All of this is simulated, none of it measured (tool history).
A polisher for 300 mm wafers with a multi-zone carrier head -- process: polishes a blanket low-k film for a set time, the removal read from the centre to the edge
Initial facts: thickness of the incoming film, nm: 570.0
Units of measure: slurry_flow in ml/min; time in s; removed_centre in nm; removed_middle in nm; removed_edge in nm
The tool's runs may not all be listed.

run  hour  slurry_flow  centre_zone  middle_zone  edge_zone  slurry_solids  time  removed_centre  removed_middle  removed_edge
  1   0.0          175         1.00         1.00       1.00           1.00    31         15.0660         14.8980       14.8780
  2   9.0          175         1.00         1.00       1.00           1.00    24         11.5590         11.3570       11.4510
  3  15.6          175         1.00         1.00       1.00           0.90    24         11.1720         10.9700       10.7760
  4  17.0          170         1.00         0.97       0.97           0.80    24         10.5680         10.1170       10.2520
  5  25.2          130         1.00         0.97       0.97           0.80    24          9.8179          9.5029        9.7397
  6  27.7          105         1.00         0.97       0.97           0.80    24          9.2045          9.1728        9.3549
  7  36.3          105         1.00         0.97       0.97           0.80    24          9.1251          9.0298        9.2331
  8  41.9          105         1.02         0.96       0.94           0.75    24          9.0481          8.6009        8.9975
  9  48.4          155         1.12         1.04       0.84           0.50    22          8.2276          7.6457        6.8212

Run 10, settings as shown, results not yet in. Your forecast:
 10  51.0          205         1.18         0.98       0.94           0.55    22               ?               ?             ?

{"run 10": {"removed_centre": 9.5827, "removed_middle": 7.9612, "removed_edge": 7.7727}}

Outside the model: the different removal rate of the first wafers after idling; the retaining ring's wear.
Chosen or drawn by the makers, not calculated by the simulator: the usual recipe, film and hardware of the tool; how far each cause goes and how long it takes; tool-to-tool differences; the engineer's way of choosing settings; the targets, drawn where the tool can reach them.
